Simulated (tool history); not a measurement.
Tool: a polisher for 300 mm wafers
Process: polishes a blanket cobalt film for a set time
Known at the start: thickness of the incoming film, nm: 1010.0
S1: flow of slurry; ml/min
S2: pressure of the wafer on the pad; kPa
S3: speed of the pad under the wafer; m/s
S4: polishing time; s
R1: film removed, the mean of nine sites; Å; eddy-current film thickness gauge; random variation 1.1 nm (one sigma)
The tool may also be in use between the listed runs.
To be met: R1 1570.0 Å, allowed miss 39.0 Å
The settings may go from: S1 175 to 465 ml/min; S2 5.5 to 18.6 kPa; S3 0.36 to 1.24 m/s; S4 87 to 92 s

| run | hour | S1 | S2 | S3 | S4 | R1 |
|---|---|---|---|---|---|---|
| 1 | 0.0 | 295 | 11.7 | 0.80 | 87 | 2649.6 |
| 2 | 7.9 | 295 | 11.7 | 0.80 | 87 | 2654.6 |
| 3 | 16.6 | 295 | 10.3 | 0.80 | 87 | 2336.1 |
| 4 | 20.9 | 295 | 9.7 | 0.80 | 87 | 2217.1 |
| 5 | 26.8 | 245 | 9.7 | 0.80 | 87 | 2168.7 |
|  | 29.5 | worn pad replaced by a new one |
| 6 | 29.5 | 185 | 9.7 | 0.80 | 87 | 2434.0 |
| 7 | 32.9 | 210 | 9.7 | 0.80 | 87 | 2490.5 |
| 8 | 34.5 | 235 | 9.7 | 0.80 | 87 | 2503.4 |
| 9 | 37.4 | 235 | 9.7 | 0.80 | 87 | 2439.9 |
| 10 | 42.0 | 260 | 9.0 | 0.80 | 87 | 2342.9 |
| 11 | 45.1 | 270 | 8.3 | 0.78 | 87 | 2131.5 |
| 12 | 52.0 | 285 | 8.3 | 0.78 | 87 | 2143.2 |
| 13 | 54.4 | 295 | 8.3 | 0.76 | 87 | 2122.4 |
| 14 | 62.6 | 300 | 8.3 | 0.74 | 87 | 2097.9 |
| 15 | 66.5 | 305 | 8.3 | 0.72 | 87 | 2040.0 |
| 16 | 73.7 | 310 | 8.3 | 0.70 | 87 | 2007.2 |
| 17 | 78.0 | 315 | 8.3 | 0.68 | 87 | 1995.1 |
| 18 | 82.7 | 265 | 5.5 | 0.68 | 87 | 1357.8 |

4 next moves are on the table. One of them brings every result within its allowed miss. Which?
| A | 87.4 | 310 | 6.2 | 0.70 | 92 | ? |
| B | 87.4 | 260 | 7.6 | 0.54 | 92 | ? |
| C | 87.4 | 250 | 6.2 | 0.80 | 87 | ? |
| D | 87.4 | 220 | 6.9 | 0.56 | 92 | ? |

| move | R1 |
|---|---|
| A | 1628.2 |
| B | 1660.0 |
| C | 1649.3 |
| D | 1538.1 |
A: takes the result that was furthest off past its target
B: takes the result that was furthest off past its target
C: takes the result that was furthest off past its target
D: meets every target
Move D is the one to make.

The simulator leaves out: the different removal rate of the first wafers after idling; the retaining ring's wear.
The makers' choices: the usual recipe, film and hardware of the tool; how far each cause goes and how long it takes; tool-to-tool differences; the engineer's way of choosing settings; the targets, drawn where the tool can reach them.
